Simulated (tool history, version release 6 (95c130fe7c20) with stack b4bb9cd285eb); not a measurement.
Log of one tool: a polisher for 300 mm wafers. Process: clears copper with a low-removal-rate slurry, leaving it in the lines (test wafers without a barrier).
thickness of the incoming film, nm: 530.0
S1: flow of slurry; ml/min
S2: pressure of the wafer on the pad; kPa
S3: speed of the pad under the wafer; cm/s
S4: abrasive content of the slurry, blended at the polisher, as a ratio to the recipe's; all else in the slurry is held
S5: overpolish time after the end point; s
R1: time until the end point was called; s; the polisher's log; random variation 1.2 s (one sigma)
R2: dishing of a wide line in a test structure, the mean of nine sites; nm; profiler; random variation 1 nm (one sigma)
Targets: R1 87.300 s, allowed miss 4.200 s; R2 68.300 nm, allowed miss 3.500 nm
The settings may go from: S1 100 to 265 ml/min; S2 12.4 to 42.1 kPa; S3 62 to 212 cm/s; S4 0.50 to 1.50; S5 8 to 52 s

{"run": 1, "day": 0.0, "S1": 170, "S2": 26.9, "S3": 136, "S4": 1.0, "S5": 26, "R1": 125.51, "R2": 69.778}
{"run": 2, "day": 0.375, "S1": 175, "S2": 28.3, "S3": 136, "S4": 1.0, "S5": 24, "R1": 120.61, "R2": 65.853}
{"run": 3, "day": 0.717, "S1": 175, "S2": 30.3, "S3": 136, "S4": 1.0, "S5": 23, "R1": 110.94, "R2": 70.015}
{"run": 4, "day": 1.071, "S1": 195, "S2": 30.3, "S3": 136, "S4": 1.0, "S5": 23, "R1": 113.15, "R2": 68.756}
{"run": 5, "day": 1.192, "S1": 195, "S2": 31.7, "S3": 136, "S4": 1.0, "S5": 22, "R1": 106.85, "R2": 67.74}
{"run": 6, "day": 1.55, "S1": 175, "S2": 31.7, "S3": 136, "S4": 1.0, "S5": 22, "R1": 108.5, "R2": 67.057}
{"run": 7, "day": 1.758, "S1": 175, "S2": 33.1, "S3": 136, "S4": 1.0, "S5": 21, "R1": 104.29, "R2": 68.961}
{"run": 8, "day": 2.025, "S1": 175, "S2": 33.8, "S3": 136, "S4": 1.0, "S5": 20, "R1": 101.6, "R2": 68.689}
{"run": 9, "day": 2.121, "S1": 175, "S2": 34.5, "S3": 136, "S4": 1.0, "S5": 19, "R1": 99.847, "R2": 65.32}
{"run": 10, "day": 2.396, "S1": 175, "S2": 35.2, "S3": 136, "S4": 1.0, "S5": 19, "R1": 96.567, "R2": 67.057}
{"run": 11, "day": 2.742, "S1": 175, "S2": 35.9, "S3": 136, "S4": 1.0, "S5": 19, "R1": 96.171, "R2": 66.037}
{"run": 12, "day": 2.775, "S1": 175, "S2": 36.5, "S3": 136, "S4": 1.0, "S5": 19, "R1": 93.92, "R2": 66.299}

5 next moves are on the table. One of them brings every result within its allowed miss. Which?
{"run": "A", "day": 2.808, "S1": 175, "S2": 34.5, "S3": 140, "S4": 1.15, "S5": 22, "R1": "?", "R2": "?"}
{"run": "B", "day": 2.808, "S1": 190, "S2": 35.9, "S3": 128, "S4": 1.0, "S5": 21, "R1": "?", "R2": "?"}
{"run": "C", "day": 2.808, "S1": 175, "S2": 42.1, "S3": 116, "S4": 0.9, "S5": 23, "R1": "?", "R2": "?"}
{"run": "D", "day": 2.808, "S1": 170, "S2": 38.6, "S3": 140, "S4": 1.05, "S5": 18, "R1": "?", "R2": "?"}
{"run": "E", "day": 2.808, "S1": 170, "S2": 36.5, "S3": 138, "S4": 1.0, "S5": 17, "R1": "?", "R2": "?"}

move=A R1=95.020 R2=75.015
move=B R1=101.680 R2=68.998
move=C R1=99.832 R2=75.555
move=D R1=87.688 R2=68.928
move=E R1=94.411 R2=62.062
A: further off than the last run
B: further off than the last run
C: further off than the last run
D: meets every target
E: further off than the last run
Answer: D
